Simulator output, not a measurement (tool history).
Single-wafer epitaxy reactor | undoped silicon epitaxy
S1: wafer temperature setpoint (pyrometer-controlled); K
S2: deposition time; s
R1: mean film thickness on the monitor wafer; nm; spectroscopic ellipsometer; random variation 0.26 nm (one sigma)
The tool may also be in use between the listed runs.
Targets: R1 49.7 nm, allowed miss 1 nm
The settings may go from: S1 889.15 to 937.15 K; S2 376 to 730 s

run 1 hour=0 | S1=913.15 S2=553 | R1=81.935
run 2 hour=9 | S1=904.15 S2=553 | R1=68.257
run 3 hour=17 | S1=899.15 S2=551 | R1=61.601
run 4 hour=17.8 | S1=899.15 S2=523 | R1=58.054
run 5 hour=23.8 | S1=908.15 S2=523 | R1=69.858
run 6 hour=26.8 | S1=900.15 S2=523 | R1=59.287
run 7 hour=31 | S1=897.15 S2=522 | R1=55.863
run 8 hour=37 | S1=890.15 S2=521 | R1=48.387

Which of these 4 next moves meets every target?
run A hour=43 | S1=889.15 S2=519 | R1=?
run B hour=43 | S1=889.15 S2=520 | R1=?
run C hour=43 | S1=897.15 S2=429 | R1=?
run D hour=43 | S1=890.15 S2=538 | R1=?

move=A R1=47.301
move=B R1=47.392
move=C R1=45.957
move=D R1=50.04
A: further off than the last run
B: further off than the last run
C: further off than the last run
D: meets every target
The right move is D.
